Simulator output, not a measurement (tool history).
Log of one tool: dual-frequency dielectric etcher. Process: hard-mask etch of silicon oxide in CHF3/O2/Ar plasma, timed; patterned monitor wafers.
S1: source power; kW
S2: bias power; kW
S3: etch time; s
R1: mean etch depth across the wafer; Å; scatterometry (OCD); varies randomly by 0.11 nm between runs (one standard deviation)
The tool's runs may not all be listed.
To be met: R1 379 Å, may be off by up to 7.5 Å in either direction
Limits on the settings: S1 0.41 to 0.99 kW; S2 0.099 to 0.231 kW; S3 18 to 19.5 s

| run | hour | S1 | S2 | S3 | R1 |
|---|---|---|---|---|---|
| 1 | 0 | 0.7 | 0.165 | 19.5 | 422.92 |
| 2 | 3.4 | 0.7 | 0.192 | 19.5 | 438.66 |
| 3 | 9.9 | 0.7 | 0.215 | 19.5 | 445.71 |
| 4 | 11.4 | 0.7 | 0.187 | 19.5 | 433.43 |
| 5 | 18.7 | 0.64 | 0.183 | 19.5 | 419.94 |
| 6 | 26.1 | 0.76 | 0.183 | 19.5 | 445.98 |
| 7 | 33.7 | 0.69 | 0.178 | 19.5 | 427.33 |
| 8 | 37.5 | 0.64 | 0.174 | 19.5 | 413.56 |
| 9 | 38.6 | 0.6 | 0.172 | 19.5 | 405.62 |
| 10 | 47.5 | 0.57 | 0.17 | 19.5 | 399.08 |
| 11 | 50.8 | 0.55 | 0.168 | 19.5 | 392.34 |
|  | 55.4 | bias power generator calibrated |
| 12 | 55.4 | 0.54 | 0.167 | 19.5 | 395.19 |
| 13 | 59.8 | 0.52 | 0.165 | 19.5 | 389.31 |

Of the 4 settings listed for the next run, only one would bring every result within its allowed miss of target. Which one?
| A | 64.2 | 0.52 | 0.158 | 18.5 | ? |
| B | 64.2 | 0.57 | 0.152 | 18 | ? |
| C | 64.2 | 0.53 | 0.155 | 18 | ? |
| D | 64.2 | 0.5 | 0.196 | 18.5 | ? |

| move | R1 |
|---|---|
| A | 364.38 |
| B | 362.18 |
| C | 355.32 |
| D | 376.36 |
A: carries the result that was furthest off beyond its target, to the other side
B: carries the result that was furthest off beyond its target, to the other side
C: carries the result that was furthest off beyond its target, to the other side
D: in spec on every target
Answer: D
